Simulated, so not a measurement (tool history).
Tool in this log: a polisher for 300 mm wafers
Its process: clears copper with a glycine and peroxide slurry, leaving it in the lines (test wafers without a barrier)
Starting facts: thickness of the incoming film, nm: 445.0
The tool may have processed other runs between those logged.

run	hour	flow of slurry (ml/min)	pressure of the wafer on the pad (kPa)	speed of the pad under the wafer (cm/s)	overpolish time after the end point (s)	time until the end point was called (s)	dishing of a wide line in a test structure (angstrom)
1	0.0	195	22.1	102	16	81.138	601.78
2	3.9	245	22.1	102	16	79.036	614.05
3	7.8	245	20.0	102	16	84.308	583.38
4	10.1	250	21.4	102	16	80.163	608.78
5	15.3	250	21.4	82	16	97.291	519.92
6	20.4	250	21.4	82	20	97.102	632.18
7	22.0	250	22.8	82	19	93.594	626.09
8	28.0	250	24.1	82	18	90.969	611.31
9	31.1	250	25.5	84	17	84.794	622.08
10	39.7	250	26.9	84	16	83.297	601.28

What does the tool deliver on the next run?
11	45.4	250	28.3	86	16	?	?

time until the end point was called (s): 77.940
dishing of a wide line in a test structure (angstrom): 614.46

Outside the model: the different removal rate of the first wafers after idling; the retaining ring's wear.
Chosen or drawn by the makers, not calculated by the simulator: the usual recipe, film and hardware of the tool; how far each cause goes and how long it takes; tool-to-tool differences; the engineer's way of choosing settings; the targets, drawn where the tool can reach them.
